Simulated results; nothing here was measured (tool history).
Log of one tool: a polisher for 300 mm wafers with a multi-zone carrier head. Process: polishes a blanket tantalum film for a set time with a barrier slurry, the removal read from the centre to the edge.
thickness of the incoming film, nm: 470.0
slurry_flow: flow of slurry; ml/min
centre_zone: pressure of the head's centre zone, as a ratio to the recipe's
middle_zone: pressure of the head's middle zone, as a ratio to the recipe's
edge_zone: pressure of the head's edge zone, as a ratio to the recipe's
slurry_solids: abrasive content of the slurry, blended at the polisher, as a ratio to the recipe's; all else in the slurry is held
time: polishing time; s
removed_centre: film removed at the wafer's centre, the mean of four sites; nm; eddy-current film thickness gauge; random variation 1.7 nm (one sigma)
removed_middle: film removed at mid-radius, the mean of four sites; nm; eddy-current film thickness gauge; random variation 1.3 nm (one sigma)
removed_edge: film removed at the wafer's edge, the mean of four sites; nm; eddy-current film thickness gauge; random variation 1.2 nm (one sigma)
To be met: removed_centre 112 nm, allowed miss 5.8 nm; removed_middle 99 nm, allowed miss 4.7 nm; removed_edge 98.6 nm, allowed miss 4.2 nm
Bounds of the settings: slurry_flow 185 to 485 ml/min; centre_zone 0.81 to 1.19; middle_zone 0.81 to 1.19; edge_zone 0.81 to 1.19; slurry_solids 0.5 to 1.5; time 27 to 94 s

run,hour,slurry_flow,centre_zone,middle_zone,edge_zone,slurry_solids,time,removed_centre,removed_middle,removed_edge
1,0,310,1,1,1,1,60,74.265,75.008,75.182
2,6.6,315,1.05,1.01,1.02,1.15,62,83.317,82.999,83.23
3,11.8,320,1.09,1,1.01,1.25,63,90.301,86.408,85.624
4,15.7,365,1.09,1,1.01,1.25,63,93.008,88.17,84.267
5,24.4,365,1.12,0.99,1.03,1.35,64,98.372,89.56,88.906
6,32.6,440,1.12,0.99,1.03,1.35,64,102.76,90.935,90.879
7,35.4,440,1.13,1,1.04,1.4,64,100.15,93.04,90.469
8,41.3,440,1.14,0.99,1.04,1.4,65,108.05,92.183,92.762
9,45.9,440,1.14,0.99,1.04,1.4,65,103.83,95.308,95.352
10,50.7,440,1.15,0.99,1.03,1.4,65,107.47,95.349,91.667

4 next moves are on the table. One of them brings every result within its allowed miss. Which?
A,55.5,465,1.16,0.99,1.04,1.4,69,?,?,?
B,55.5,450,1.17,1.13,0.9,1.35,68,?,?,?
C,55.5,480,1.11,0.95,1.08,1.45,71,?,?,?
D,55.5,435,1.09,1.01,1.03,1.4,62,?,?,?

move,removed_centre,removed_middle,removed_edge
A,116.7,97.862,100.13
B,114.74,105.52,90.952
C,116.1,98.703,106.12
D,98.052,88.939,89.236
A: meets every target
B: further off than the last run
C: takes the result that was furthest off past its target
D: further off than the last run
Answer: A

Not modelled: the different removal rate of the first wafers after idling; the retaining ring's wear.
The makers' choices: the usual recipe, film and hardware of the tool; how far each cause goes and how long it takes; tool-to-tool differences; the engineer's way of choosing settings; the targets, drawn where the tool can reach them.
